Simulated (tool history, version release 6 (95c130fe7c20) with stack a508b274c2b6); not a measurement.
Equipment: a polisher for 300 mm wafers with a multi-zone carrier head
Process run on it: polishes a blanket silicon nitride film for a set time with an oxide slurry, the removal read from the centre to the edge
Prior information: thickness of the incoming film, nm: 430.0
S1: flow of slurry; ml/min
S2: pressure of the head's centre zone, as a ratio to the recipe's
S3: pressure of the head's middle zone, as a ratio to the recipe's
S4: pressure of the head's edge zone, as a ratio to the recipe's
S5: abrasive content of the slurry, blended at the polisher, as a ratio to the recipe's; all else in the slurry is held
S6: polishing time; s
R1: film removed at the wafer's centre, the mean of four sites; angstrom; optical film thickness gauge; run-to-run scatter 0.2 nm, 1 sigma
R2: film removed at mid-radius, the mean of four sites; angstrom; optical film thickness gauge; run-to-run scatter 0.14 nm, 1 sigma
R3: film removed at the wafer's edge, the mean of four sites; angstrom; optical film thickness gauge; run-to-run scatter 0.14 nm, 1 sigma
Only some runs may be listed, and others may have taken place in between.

| run | day | S1 | S2 | S3 | S4 | S5 | S6 | R1 | R2 | R3 |
|---|---|---|---|---|---|---|---|---|---|---|
| 1 | 0 | 215 | 1 | 1 | 1 | 1 | 58 | 374.77 | 372.12 | 358.41 |
| 2 | 0.212 | 215 | 1 | 1 | 1 | 0.95 | 58 | 356.22 | 360.6 | 352.56 |
| 3 | 0.471 | 215 | 1.02 | 0.98 | 0.96 | 0.85 | 55 | 330.4 | 324.71 | 313.06 |
| 4 | 0.725 | 210 | 1.03 | 0.95 | 0.93 | 0.75 | 53 | 305.42 | 286.06 | 284.12 |
| 5 | 0.917 | 210 | 1.03 | 0.95 | 0.85 | 0.75 | 53 | 305.46 | 285.18 | 270.68 |
| 6 | 1.238 | 205 | 1.03 | 0.94 | 0.84 | 0.7 | 52 | 287.54 | 270.23 | 257.07 |
| 7 | 1.454 | 200 | 1.03 | 0.93 | 0.83 | 0.65 | 51 | 272.37 | 249.5 | 243.82 |

The next listed run, before its measurement:
| 8 | 1.775 | 185 | 1.03 | 0.91 | 0.81 | 0.5 | 48 | ? | ? | ? |

{"run 8": {"R1": 224.42, "R2": 201.45, "R3": 198.55}}
